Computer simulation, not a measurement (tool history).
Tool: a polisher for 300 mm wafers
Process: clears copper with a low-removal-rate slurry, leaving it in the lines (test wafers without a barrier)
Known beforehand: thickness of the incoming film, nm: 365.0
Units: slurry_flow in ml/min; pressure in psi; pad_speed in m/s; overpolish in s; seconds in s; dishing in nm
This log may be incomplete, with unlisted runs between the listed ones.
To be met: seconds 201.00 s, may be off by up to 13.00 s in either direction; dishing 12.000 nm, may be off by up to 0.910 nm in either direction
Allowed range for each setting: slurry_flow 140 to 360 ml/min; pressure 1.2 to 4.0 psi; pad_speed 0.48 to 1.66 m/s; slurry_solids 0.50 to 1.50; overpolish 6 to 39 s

run 1 day=0.000 | slurry_flow=230 pressure=2.6 pad_speed=1.06 slurry_solids=1.00 overpolish=20 | seconds=101.77 dishing=12.443
run 2 day=0.350 | slurry_flow=230 pressure=2.6 pad_speed=1.06 slurry_solids=1.00 overpolish=17 | seconds=104.79 dishing=13.003
run 3 day=0.675 | slurry_flow=230 pressure=2.3 pad_speed=1.02 slurry_solids=1.00 overpolish=17 | seconds=117.76 dishing=12.113
run 4 day=1.042 | slurry_flow=230 pressure=2.3 pad_speed=1.12 slurry_solids=1.00 overpolish=17 | seconds=108.93 dishing=12.267
run 5 day=1.150 | slurry_flow=230 pressure=1.9 pad_speed=1.12 slurry_solids=1.00 overpolish=17 | seconds=125.01 dishing=11.804
run 6 day=1.379 | slurry_flow=225 pressure=1.9 pad_speed=0.98 slurry_solids=0.95 overpolish=19 | seconds=144.38 dishing=11.964
run 7 day=1.446 | slurry_flow=220 pressure=1.8 pad_speed=0.94 slurry_solids=0.90 overpolish=21 | seconds=159.03 dishing=11.852
run 8 day=1.788 | slurry_flow=220 pressure=1.7 pad_speed=0.90 slurry_solids=0.90 overpolish=23 | seconds=173.04 dishing=12.120
run 9 day=1.900 | slurry_flow=220 pressure=1.6 pad_speed=0.90 slurry_solids=0.90 overpolish=23 | seconds=176.30 dishing=11.606
run 10 day=1.942 | slurry_flow=215 pressure=1.6 pad_speed=0.88 slurry_solids=0.85 overpolish=25 | seconds=184.36 dishing=12.434
run 11 day=2.179 | slurry_flow=215 pressure=1.3 pad_speed=0.86 slurry_solids=0.90 overpolish=23 | seconds=227.31 dishing=11.586
run 12 day=2.479 | slurry_flow=215 pressure=1.3 pad_speed=0.86 slurry_solids=0.90 overpolish=23 | seconds=220.13 dishing=10.957
run 13 day=2.808 | slurry_flow=215 pressure=1.6 pad_speed=0.86 slurry_solids=0.90 overpolish=33 | seconds=183.04 dishing=12.557

4 next moves are on the table. One of them brings every result within its allowed miss. Which?
run A day=3.138 | slurry_flow=245 pressure=1.3 pad_speed=1.08 slurry_solids=1.15 overpolish=34 | seconds=? dishing=?
run B day=3.138 | slurry_flow=210 pressure=1.5 pad_speed=0.94 slurry_solids=1.10 overpolish=34 | seconds=? dishing=?
run C day=3.138 | slurry_flow=195 pressure=1.2 pad_speed=1.02 slurry_solids=0.90 overpolish=30 | seconds=? dishing=?
run D day=3.138 | slurry_flow=240 pressure=1.2 pad_speed=1.28 slurry_solids=1.10 overpolish=19 | seconds=? dishing=?

move=A seconds=165.80 dishing=12.812
move=B seconds=175.78 dishing=12.809
move=C seconds=198.87 dishing=12.370
move=D seconds=150.02 dishing=11.980
A: further off than the last run
B: further off than the last run
C: all results land within tolerance of their targets
D: further off than the last run
C is the move that brings every result within its allowed miss.
